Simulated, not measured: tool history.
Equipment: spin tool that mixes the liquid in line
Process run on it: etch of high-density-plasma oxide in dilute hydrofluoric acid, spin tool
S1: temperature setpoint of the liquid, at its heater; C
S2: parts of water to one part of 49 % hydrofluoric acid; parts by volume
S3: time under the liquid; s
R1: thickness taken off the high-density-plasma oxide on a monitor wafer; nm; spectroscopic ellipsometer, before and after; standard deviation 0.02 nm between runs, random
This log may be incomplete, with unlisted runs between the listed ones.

| run | hour | S1 | S2 | S3 | R1 |
|---|---|---|---|---|---|
| 1 | 0 | 23 | 80 | 15 | 1.6098 |
| 2 | 8.5 | 24.5 | 80 | 15 | 1.7014 |
| 3 | 16.7 | 25.5 | 80 | 15 | 1.8092 |
| 4 | 25.6 | 26.5 | 80 | 15 | 1.8531 |
| 5 | 27.8 | 27.5 | 80 | 15 | 1.9625 |
| 6 | 34.3 | 28 | 80 | 15 | 1.9948 |
| 7 | 42.6 | 31 | 75 | 15 | 2.3907 |

Run 8 is up next; what results do you expect?
| 8 | 49.5 | 31 | 75 | 15 | ? |

R1: 2.4374 nm

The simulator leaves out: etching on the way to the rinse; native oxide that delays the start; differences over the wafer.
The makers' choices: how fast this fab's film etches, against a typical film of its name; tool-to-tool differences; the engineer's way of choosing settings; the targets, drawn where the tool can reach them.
